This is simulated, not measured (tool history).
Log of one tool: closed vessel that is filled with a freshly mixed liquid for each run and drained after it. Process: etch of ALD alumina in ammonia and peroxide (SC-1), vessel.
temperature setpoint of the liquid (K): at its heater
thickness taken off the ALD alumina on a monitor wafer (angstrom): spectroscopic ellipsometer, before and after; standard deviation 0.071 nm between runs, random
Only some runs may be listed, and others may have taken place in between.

run	day	temperature setpoint of the liquid (K)	parts of 29 % ammonia solution to one part of 30 % peroxide (parts by volume)	time in the liquid (s)	thickness taken off the ALD alumina on a monitor wafer (angstrom)
1	0	331.15	0.7	30	49.142
2	0.283	333.65	0.7	30	55.203
3	0.646	335.15	0.7	30	60.052
4	1.008	335.15	0.7	30	60.565
5	1.317	341.65	0.7	30	82.029
6	1.383	341.15	0.7	30	82.07

Run 7 has not been measured yet. What should we expect?
7	1.583	340.65	0.7	30	?

{"run 7": {"thickness taken off the ALD alumina on a monitor wafer (angstrom)": 78.038}}
